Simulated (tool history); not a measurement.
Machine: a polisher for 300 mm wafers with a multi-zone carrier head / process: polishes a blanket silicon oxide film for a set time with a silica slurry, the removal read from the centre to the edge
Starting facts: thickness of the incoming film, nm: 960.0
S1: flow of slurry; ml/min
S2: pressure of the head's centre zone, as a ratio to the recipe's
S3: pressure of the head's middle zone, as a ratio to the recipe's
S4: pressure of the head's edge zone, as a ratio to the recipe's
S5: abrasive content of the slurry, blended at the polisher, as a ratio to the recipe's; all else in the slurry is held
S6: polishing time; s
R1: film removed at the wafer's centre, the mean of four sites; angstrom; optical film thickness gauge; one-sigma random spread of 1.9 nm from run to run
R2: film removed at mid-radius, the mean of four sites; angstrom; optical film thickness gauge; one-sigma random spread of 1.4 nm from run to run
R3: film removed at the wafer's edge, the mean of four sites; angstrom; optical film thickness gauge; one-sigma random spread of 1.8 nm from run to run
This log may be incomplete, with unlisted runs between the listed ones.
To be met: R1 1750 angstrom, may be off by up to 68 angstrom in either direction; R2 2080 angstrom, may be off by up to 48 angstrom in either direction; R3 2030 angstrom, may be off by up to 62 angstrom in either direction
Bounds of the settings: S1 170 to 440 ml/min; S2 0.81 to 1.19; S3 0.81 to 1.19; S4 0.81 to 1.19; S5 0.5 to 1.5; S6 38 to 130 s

run	hour	S1	S2	S3	S4	S5	S6	R1	R2	R3
1	0	280	1	1	1	1	84	2762.2	2794.5	2754.3
2	8.3	275	0.97	0.99	0.98	0.9	84	2479.8	2587.7	2543
3	13.2	265	0.94	0.98	0.96	0.85	84	2302	2465	2459.2
4	18.7	265	0.92	0.98	0.94	0.8	84	2154.8	2389.4	2331.3
5	27.6	265	0.92	0.98	0.87	0.8	84	2171.8	2378.9	2269.5
6	30.9	265	0.88	0.98	0.87	0.8	84	2092.1	2399	2260.4
7	34.4	260	0.87	0.97	0.86	0.8	84	2120.5	2364.6	2209.9
8	42.8	255	0.86	0.97	0.87	0.75	84	1975.2	2249.8	2151.2
9	46.9	245	0.85	0.97	0.87	0.75	84	1881	2237.4	2146.8

Consider the 4 candidate settings below. Which is the only one whose results all fall within their allowed miss of target?
A	51	200	0.81	1.02	0.99	0.55	98	?	?	?
B	51	255	0.85	1.05	1.11	1	64	?	?	?
C	51	270	0.86	0.93	0.86	0.6	94	?	?	?
D	51	170	0.84	0.97	0.89	0.6	97	?	?	?

move	R1	R2	R3
A	1628.8	2050.9	2041.3
B	1771.3	2163.7	2206.6
C	1876.8	2059	2044.7
D	1741.6	2040.1	2028.5
A: brings the last run's worst result on target, with another outside its allowed miss
B: nearer the targets than the last run, but a result is still out of spec
C: brings the last run's worst result on target, with another outside its allowed miss
D: each result inside its tolerance
D meets every target.
